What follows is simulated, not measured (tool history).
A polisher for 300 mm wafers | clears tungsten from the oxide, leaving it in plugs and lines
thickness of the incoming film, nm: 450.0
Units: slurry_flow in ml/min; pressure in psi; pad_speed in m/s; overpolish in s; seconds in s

Run 1, hour 0: slurry_flow 255 ml/min, pressure 4.1 psi, pad_speed 1.1 m/s, slurry_solids 1, overpolish 21 s. Result: seconds 88.946 s.
Run 2, hour 3.3: slurry_flow 255 ml/min, pressure 4.1 psi, pad_speed 1.1 m/s, slurry_solids 1.15, overpolish 21 s. Result: seconds 85.25 s.
Run 3, hour 9.3: slurry_flow 315 ml/min, pressure 4.1 psi, pad_speed 1.1 m/s, slurry_solids 1.15, overpolish 21 s. Result: seconds 84.429 s.
Run 4, hour 14.1: slurry_flow 315 ml/min, pressure 4.1 psi, pad_speed 1.1 m/s, slurry_solids 1.15, overpolish 21 s. Result: seconds 84.473 s.
Run 5, hour 22.9: slurry_flow 290 ml/min, pressure 4.1 psi, pad_speed 1.1 m/s, slurry_solids 1.15, overpolish 21 s. Result: seconds 85.956 s.
Run 6, hour 28.6: slurry_flow 290 ml/min, pressure 3.6 psi, pad_speed 1.1 m/s, slurry_solids 1.15, overpolish 21 s. Result: seconds 94.48 s.
Run 7, hour 29.7: slurry_flow 290 ml/min, pressure 3.2 psi, pad_speed 1.08 m/s, slurry_solids 1.15, overpolish 21 s. Result: seconds 109.87 s.
Run 8, hour 36.8: slurry_flow 290 ml/min, pressure 3 psi, pad_speed 1.08 m/s, slurry_solids 1.15, overpolish 21 s. Result: seconds 114.5 s.
Run 9, hour 42.2: slurry_flow 290 ml/min, pressure 2.8 psi, pad_speed 1.08 m/s, slurry_solids 1.15, overpolish 21 s. Result: seconds 123.38 s.

Run 10 comes next. What will it give?
Run 10, hour 44.2: slurry_flow 290 ml/min, pressure 2.3 psi, pad_speed 1.08 m/s, slurry_solids 1.15, overpolish 21 s. Result: seconds ?.

seconds: 152.92 s

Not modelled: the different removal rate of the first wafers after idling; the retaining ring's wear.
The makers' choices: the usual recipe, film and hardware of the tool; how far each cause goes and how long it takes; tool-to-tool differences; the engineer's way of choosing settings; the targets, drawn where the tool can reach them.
